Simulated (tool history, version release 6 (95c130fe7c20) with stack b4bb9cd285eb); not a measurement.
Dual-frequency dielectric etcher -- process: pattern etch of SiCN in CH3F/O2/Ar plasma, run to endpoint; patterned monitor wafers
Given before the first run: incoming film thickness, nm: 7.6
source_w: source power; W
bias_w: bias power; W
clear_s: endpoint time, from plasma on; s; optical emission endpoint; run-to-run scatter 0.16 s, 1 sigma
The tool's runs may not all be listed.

run	hour	source_w	bias_w	clear_s
1	0.0	330	58	23.583
2	5.7	360	61	22.234
3	13.3	380	62	21.982
4	19.3	400	65	20.555
5	22.7	350	65	22.220
6	30.1	370	66	21.525
7	33.7	390	67	20.484

Forecast run 8:
8	40.3	390	67	?

{"run 8": {"clear_s": 20.59}}
